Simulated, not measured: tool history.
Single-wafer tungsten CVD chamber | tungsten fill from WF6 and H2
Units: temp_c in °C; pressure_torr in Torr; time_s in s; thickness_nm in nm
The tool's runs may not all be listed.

Run 1, hour 0: temp_c 375 °C, pressure_torr 30.1 Torr, time_s 9.3 s. Result: thickness_nm 18.353 nm.
Run 2, hour 1.1: temp_c 369 °C, pressure_torr 30.1 Torr, time_s 9.3 s. Result: thickness_nm 16.193 nm.
Run 3, hour 9.3: temp_c 369 °C, pressure_torr 30.1 Torr, time_s 9.3 s. Result: thickness_nm 16.19 nm.
Run 4, hour 17.8: temp_c 369 °C, pressure_torr 30.1 Torr, time_s 8.8 s. Result: thickness_nm 15.402 nm.
Run 5, hour 24: temp_c 369 °C, pressure_torr 30.1 Torr, time_s 9.3 s. Result: thickness_nm 16.224 nm.
Run 6, hour 27.3: temp_c 369 °C, pressure_torr 32.2 Torr, time_s 9.3 s. Result: thickness_nm 16.555 nm.
Run 7, hour 30: temp_c 370 °C, pressure_torr 32.2 Torr, time_s 9.3 s. Result: thickness_nm 17.05 nm.
Run 8, hour 31.6: temp_c 371 °C, pressure_torr 32.2 Torr, time_s 9.3 s. Result: thickness_nm 17.473 nm.
Run 9, hour 39.9: temp_c 383 °C, pressure_torr 32.5 Torr, time_s 9.3 s. Result: thickness_nm 21.734 nm.

Run 10 comes next. What will it give?
Run 10, hour 47.5: temp_c 384 °C, pressure_torr 32.5 Torr, time_s 9.3 s. Result: thickness_nm ?.

{"run 10": {"thickness_nm": 22.169}}
